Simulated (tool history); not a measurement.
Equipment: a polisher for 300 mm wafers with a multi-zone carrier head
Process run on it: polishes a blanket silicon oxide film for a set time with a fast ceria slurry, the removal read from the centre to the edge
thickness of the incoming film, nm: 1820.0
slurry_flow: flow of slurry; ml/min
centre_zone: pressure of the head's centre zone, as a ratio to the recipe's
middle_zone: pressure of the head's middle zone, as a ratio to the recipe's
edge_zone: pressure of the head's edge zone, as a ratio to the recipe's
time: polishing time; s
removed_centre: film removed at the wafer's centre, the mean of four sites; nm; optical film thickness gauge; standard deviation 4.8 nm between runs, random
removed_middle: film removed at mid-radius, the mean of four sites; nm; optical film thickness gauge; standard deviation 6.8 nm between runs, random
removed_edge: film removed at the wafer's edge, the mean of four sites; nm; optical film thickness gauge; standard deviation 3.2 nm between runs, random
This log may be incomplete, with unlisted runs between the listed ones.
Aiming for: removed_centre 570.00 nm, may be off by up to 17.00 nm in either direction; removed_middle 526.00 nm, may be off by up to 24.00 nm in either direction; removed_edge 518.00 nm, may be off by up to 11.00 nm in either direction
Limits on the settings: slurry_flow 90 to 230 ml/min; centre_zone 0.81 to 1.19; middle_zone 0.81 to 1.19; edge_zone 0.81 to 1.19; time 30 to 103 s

run	hour	slurry_flow	centre_zone	middle_zone	edge_zone	time	removed_centre	removed_middle	removed_edge
1	0.0	150	1.00	1.00	1.00	66	568.80	569.27	570.11
2	8.0	150	1.00	1.00	1.00	77	659.21	680.25	671.49
3	15.3	130	1.00	1.00	1.00	77	639.92	643.83	651.99
4	24.1	110	1.00	1.00	1.00	77	605.65	613.50	626.72
5	31.2	110	1.00	1.00	1.07	77	602.46	621.89	651.85
6	39.8	105	1.01	1.00	1.01	75	590.79	598.98	610.13
7	42.6	100	1.05	0.94	0.91	69	549.57	512.82	526.27
8	45.4	110	1.08	0.96	0.87	69	585.02	541.37	537.21

Pick the move, out of 5, that brings all results within their allowed miss; only one does.
A	48.2	110	1.11	0.89	0.93	71	?	?	?
B	48.2	140	1.06	0.91	0.89	69	?	?	?
C	48.2	100	1.06	0.94	0.82	71	?	?	?
D	48.2	90	1.04	1.04	0.91	73	?	?	?
E	48.2	115	1.10	0.97	0.82	70	?	?	?

move	removed_centre	removed_middle	removed_edge
A	619.63	531.23	558.33
B	617.46	560.08	555.46
C	571.58	539.53	516.41
D	552.33	581.51	541.97
E	614.72	569.99	524.10
A: lands further from the targets than the last run did
B: lands further from the targets than the last run did
C: each result inside its tolerance
D: lands further from the targets than the last run did
E: meets the target for the result that was furthest off, but another lies outside its allowed miss
C meets every target.

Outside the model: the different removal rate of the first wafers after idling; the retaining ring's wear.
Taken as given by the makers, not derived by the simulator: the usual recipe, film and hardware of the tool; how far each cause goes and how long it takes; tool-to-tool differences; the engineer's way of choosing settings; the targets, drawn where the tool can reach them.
